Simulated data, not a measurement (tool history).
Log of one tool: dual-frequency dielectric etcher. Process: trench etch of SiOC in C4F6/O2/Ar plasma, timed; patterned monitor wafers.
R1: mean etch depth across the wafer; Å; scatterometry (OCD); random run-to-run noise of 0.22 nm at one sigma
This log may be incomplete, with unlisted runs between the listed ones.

run 1 hour=0 | source_power_(W)=330 bias_power_(W)=209 etch_time_(s)=24 | R1=486.44
run 2 hour=8.7 | source_power_(W)=330 bias_power_(W)=209 etch_time_(s)=25 | R1=506.82
run 3 hour=12.7 | source_power_(W)=320 bias_power_(W)=207 etch_time_(s)=25 | R1=503.34
run 4 hour=20.4 | source_power_(W)=320 bias_power_(W)=182 etch_time_(s)=25 | R1=476.94
run 5 hour=25.7 | source_power_(W)=320 bias_power_(W)=182 etch_time_(s)=24 | R1=458.75
run 6 hour=32.5 | source_power_(W)=340 bias_power_(W)=182 etch_time_(s)=24 | R1=467.85
run 7 hour=40.6 | source_power_(W)=330 bias_power_(W)=181 etch_time_(s)=24 | R1=465.45

Run 8 comes next. What will it give?
run 8 hour=41.1 | source_power_(W)=320 bias_power_(W)=180 etch_time_(s)=24 | R1=?

Run 8 produced R1 457.96 Å.

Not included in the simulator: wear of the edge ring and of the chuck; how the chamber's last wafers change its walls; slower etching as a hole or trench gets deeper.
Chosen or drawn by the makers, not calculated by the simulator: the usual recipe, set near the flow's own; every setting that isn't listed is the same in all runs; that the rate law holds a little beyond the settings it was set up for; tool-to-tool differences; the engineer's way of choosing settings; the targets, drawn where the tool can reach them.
